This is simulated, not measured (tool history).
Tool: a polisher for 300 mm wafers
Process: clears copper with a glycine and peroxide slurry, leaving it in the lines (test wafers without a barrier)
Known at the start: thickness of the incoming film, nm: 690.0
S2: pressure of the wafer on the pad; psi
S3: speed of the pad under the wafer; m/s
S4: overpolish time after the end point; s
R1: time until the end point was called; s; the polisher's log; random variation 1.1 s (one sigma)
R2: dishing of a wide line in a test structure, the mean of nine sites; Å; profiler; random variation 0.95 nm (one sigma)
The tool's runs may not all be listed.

Run 1, hour 0: flow of slurry (ml/min) 310, S2 3.4 psi, S3 1.28 m/s, S4 26 s. Result: R1 75.11 s, R2 745 Å.
Run 2, hour 8.4: flow of slurry (ml/min) 240, S2 3.4 psi, S3 1.28 m/s, S4 26 s. Result: R1 78.697 s, R2 725.3 Å.
Run 3, hour 11.1: flow of slurry (ml/min) 225, S2 3.1 psi, S3 1.42 m/s, S4 21 s. Result: R1 77.87 s, R2 679.05 Å.
Run 4, hour 16.4: flow of slurry (ml/min) 215, S2 2.8 psi, S3 1.56 m/s, S4 17 s. Result: R1 78.878 s, R2 660.53 Å.
Run 5, hour 17.5: flow of slurry (ml/min) 215, S2 2.8 psi, S3 1.82 m/s, S4 17 s. Result: R1 64.457 s, R2 654.62 Å.
Run 6, hour 22.5: flow of slurry (ml/min) 215, S2 2.8 psi, S3 1.82 m/s, S4 24 s. Result: R1 66.59 s, R2 754.3 Å.
Run 7, hour 29.3: flow of slurry (ml/min) 255, S2 2.7 psi, S3 1.76 m/s, S4 19 s. Result: R1 69.05 s, R2 684.49 Å.
Run 8, hour 36.1: flow of slurry (ml/min) 245, S2 2.7 psi, S3 1.72 m/s, S4 16 s. Result: R1 69.283 s, R2 621.64 Å.

Forecast run 9:
Run 9, hour 40.8: flow of slurry (ml/min) 245, S2 2.6 psi, S3 1.72 m/s, S4 14 s. Result: R1 ?, R2 ?.

{"run 9": {"R1": 71.68, "R2": 595.74}}
